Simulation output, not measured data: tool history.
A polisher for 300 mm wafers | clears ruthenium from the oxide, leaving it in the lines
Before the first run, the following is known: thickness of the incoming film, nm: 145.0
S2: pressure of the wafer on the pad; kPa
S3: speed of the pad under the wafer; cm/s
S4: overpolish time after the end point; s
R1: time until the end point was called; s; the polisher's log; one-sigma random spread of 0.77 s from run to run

Run 1, hour 0.0: flow of slurry (ml/min) 295, S2 19.3 kPa, S3 92 cm/s, S4 21 s. Result: R1 87.655 s.
Run 2, hour 5.8: flow of slurry (ml/min) 295, S2 19.3 kPa, S3 72 cm/s, S4 21 s. Result: R1 109.790 s.
Run 3, hour 7.2: flow of slurry (ml/min) 295, S2 19.3 kPa, S3 72 cm/s, S4 21 s. Result: R1 108.360 s.
Run 4, hour 8.3: flow of slurry (ml/min) 295, S2 19.3 kPa, S3 72 cm/s, S4 22 s. Result: R1 110.930 s.
Run 5, hour 16.4: flow of slurry (ml/min) 295, S2 15.2 kPa, S3 72 cm/s, S4 22 s. Result: R1 140.930 s.
At hour 24.6: slurry nozzle cleaned.
Run 6, hour 24.6: flow of slurry (ml/min) 295, S2 15.2 kPa, S3 72 cm/s, S4 21 s. Result: R1 132.210 s.
Run 7, hour 32.7: flow of slurry (ml/min) 295, S2 17.2 kPa, S3 74 cm/s, S4 21 s. Result: R1 114.130 s.
Run 8, hour 36.3: flow of slurry (ml/min) 295, S2 19.3 kPa, S3 76 cm/s, S4 21 s. Result: R1 96.942 s.
Run 9, hour 40.4: flow of slurry (ml/min) 295, S2 24.8 kPa, S3 80 cm/s, S4 21 s. Result: R1 74.595 s.

Run 10 is up next; what results do you expect?
Run 10, hour 49.2: flow of slurry (ml/min) 295, S2 25.5 kPa, S3 80 cm/s, S4 21 s. Result: R1 ?.

Logged for run 10: R1 71.116 s.

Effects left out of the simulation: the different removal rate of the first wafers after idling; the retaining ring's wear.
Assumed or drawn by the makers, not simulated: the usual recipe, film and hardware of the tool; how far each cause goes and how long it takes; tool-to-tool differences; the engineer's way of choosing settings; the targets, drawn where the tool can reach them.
